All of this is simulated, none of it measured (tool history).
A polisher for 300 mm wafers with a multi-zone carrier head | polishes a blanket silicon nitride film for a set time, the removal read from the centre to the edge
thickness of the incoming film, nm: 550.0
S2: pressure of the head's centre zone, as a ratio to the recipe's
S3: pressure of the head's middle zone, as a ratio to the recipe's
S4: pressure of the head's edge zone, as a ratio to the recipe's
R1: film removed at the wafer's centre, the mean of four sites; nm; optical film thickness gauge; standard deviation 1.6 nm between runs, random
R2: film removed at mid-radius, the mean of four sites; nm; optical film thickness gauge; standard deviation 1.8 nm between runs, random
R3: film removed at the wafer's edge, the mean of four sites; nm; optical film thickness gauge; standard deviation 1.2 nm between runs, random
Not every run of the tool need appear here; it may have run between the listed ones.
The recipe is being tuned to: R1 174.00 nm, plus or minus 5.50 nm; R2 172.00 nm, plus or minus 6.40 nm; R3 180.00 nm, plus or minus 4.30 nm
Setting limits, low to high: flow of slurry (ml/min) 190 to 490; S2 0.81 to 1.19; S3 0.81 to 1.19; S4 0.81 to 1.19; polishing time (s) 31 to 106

Run 1, day 0.000: flow of slurry (ml/min) 315, S2 1.00, S3 1.00, S4 1.00, polishing time (s) 68. Result: R1 136.47 nm, R2 132.23 nm, R3 131.64 nm.
Run 2, day 0.038: flow of slurry (ml/min) 315, S2 1.00, S3 1.01, S4 1.03, polishing time (s) 71. Result: R1 142.72 nm, R2 141.48 nm, R3 142.11 nm.
Run 3, day 0.083: flow of slurry (ml/min) 320, S2 1.01, S3 1.02, S4 1.05, polishing time (s) 72. Result: R1 146.57 nm, R2 144.17 nm, R3 141.90 nm.
Run 4, day 0.212: flow of slurry (ml/min) 275, S2 1.01, S3 1.02, S4 1.05, polishing time (s) 72. Result: R1 143.34 nm, R2 145.22 nm, R3 142.78 nm.
Run 5, day 0.321: flow of slurry (ml/min) 275, S2 1.01, S3 0.97, S4 1.05, polishing time (s) 72. Result: R1 144.83 nm, R2 139.25 nm, R3 142.57 nm.
Run 6, day 0.604: flow of slurry (ml/min) 310, S2 1.01, S3 0.97, S4 1.05, polishing time (s) 72. Result: R1 147.91 nm, R2 139.71 nm, R3 143.95 nm.
Run 7, day 0.912: flow of slurry (ml/min) 315, S2 1.01, S3 0.97, S4 1.07, polishing time (s) 74. Result: R1 147.43 nm, R2 143.89 nm, R3 149.30 nm.
Run 8, day 0.979: flow of slurry (ml/min) 335, S2 1.10, S3 1.02, S4 1.17, polishing time (s) 86. Result: R1 188.76 nm, R2 174.80 nm, R3 180.89 nm.
Run 9, day 1.262: flow of slurry (ml/min) 335, S2 1.09, S3 1.02, S4 1.17, polishing time (s) 86. Result: R1 190.30 nm, R2 175.91 nm, R3 182.79 nm.
Run 10, day 1.312: flow of slurry (ml/min) 330, S2 1.08, S3 1.02, S4 1.17, polishing time (s) 86. Result: R1 188.40 nm, R2 173.49 nm, R3 182.23 nm.
Run 11, day 1.538: flow of slurry (ml/min) 330, S2 1.07, S3 1.02, S4 1.17, polishing time (s) 86. Result: R1 184.89 nm, R2 173.68 nm, R3 182.56 nm.
Run 12, day 1.638: flow of slurry (ml/min) 330, S2 1.06, S3 1.02, S4 1.17, polishing time (s) 86. Result: R1 184.30 nm, R2 173.96 nm, R3 181.50 nm.

Consider the 4 candidate settings below. Which is the only one whose results all fall within their allowed miss of target?
Run A, day 1.738: flow of slurry (ml/min) 265, S2 1.09, S3 0.96, S4 1.19, polishing time (s) 88. Result: R1 ?, R2 ?, R3 ?.
Run B, day 1.738: flow of slurry (ml/min) 315, S2 1.03, S3 1.04, S4 1.19, polishing time (s) 84. Result: R1 ?, R2 ?, R3 ?.
Run C, day 1.738: flow of slurry (ml/min) 315, S2 1.08, S3 0.99, S4 1.19, polishing time (s) 87. Result: R1 ?, R2 ?, R3 ?.
Run D, day 1.738: flow of slurry (ml/min) 270, S2 1.11, S3 1.04, S4 1.19, polishing time (s) 86. Result: R1 ?, R2 ?, R3 ?.

move      R1      R2      R3
   A  188.55  166.99  184.81
   B  173.42  173.59  178.58
   C  188.33  172.41  185.08
   D  188.20  174.94  180.70
A: lands further from the targets than the last run did
B: all results land within tolerance of their targets
C: lands further from the targets than the last run did
D: lands further from the targets than the last run did
Correct choice: B, which meets every target
